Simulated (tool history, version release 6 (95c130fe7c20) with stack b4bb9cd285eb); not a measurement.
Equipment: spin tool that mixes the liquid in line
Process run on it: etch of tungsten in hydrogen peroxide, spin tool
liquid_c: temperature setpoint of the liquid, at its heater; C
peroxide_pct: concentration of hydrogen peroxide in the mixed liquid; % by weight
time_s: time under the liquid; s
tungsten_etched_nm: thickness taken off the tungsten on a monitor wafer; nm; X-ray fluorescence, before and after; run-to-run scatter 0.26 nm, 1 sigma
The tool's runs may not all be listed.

run,hour,liquid_c,peroxide_pct,time_s,tungsten_etched_nm
1,0.0,43.0,17.5,60,42.817
2,1.7,43.5,17.5,60,43.878
3,8.6,44.0,17.5,60,45.235
4,17.6,44.5,17.5,60,46.835
5,23.2,48.5,17.5,60,60.499
6,32.0,54.5,17.5,60,86.169
7,36.6,53.5,17.5,60,80.660
8,43.8,52.5,17.5,60,76.052

Forecast run 9:
9,45.5,45.5,17.5,60,?

Logged for run 9: tungsten_etched_nm 49.608 nm.
